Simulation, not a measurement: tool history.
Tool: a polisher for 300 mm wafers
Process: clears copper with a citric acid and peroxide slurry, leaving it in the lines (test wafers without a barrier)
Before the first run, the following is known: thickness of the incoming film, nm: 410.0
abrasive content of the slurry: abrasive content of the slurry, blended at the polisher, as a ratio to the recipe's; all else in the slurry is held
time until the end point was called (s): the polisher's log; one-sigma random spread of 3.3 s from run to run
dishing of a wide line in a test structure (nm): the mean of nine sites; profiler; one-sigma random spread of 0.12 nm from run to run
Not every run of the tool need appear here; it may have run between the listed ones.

run	hour	flow of slurry (ml/min)	pressure of the wafer on the pad (psi)	speed of the pad under the wafer (cm/s)	abrasive content of the slurry	overpolish time after the end point (s)	time until the end point was called (s)	dishing of a wide line in a test structure (nm)
1	0.0	245	3.3	142	1.00	16	115.27	33.4890
2	4.3	240	2.8	132	1.00	13	141.72	25.2810
3	7.4	235	2.4	122	1.00	11	176.78	18.0500
4	14.6	235	2.4	122	1.00	16	178.08	24.4780
5	19.5	235	2.4	122	0.85	16	180.42	23.8290
6	22.6	210	2.4	116	0.75	13	195.72	18.8540
# hour 24.0: slurry nozzle cleaned
7	24.0	190	2.3	114	0.70	11	206.22	15.7590
8	26.1	175	2.2	116	0.65	9	218.24	12.7950
9	31.9	175	2.1	118	0.65	8	226.75	11.0060

What will run 10 give?
10	33.7	175	2.1	126	0.65	6	?	?

{"run 10": {"time until the end point was called (s)": 210.73, "dishing of a wide line in a test structure (nm)": 8.9462}}
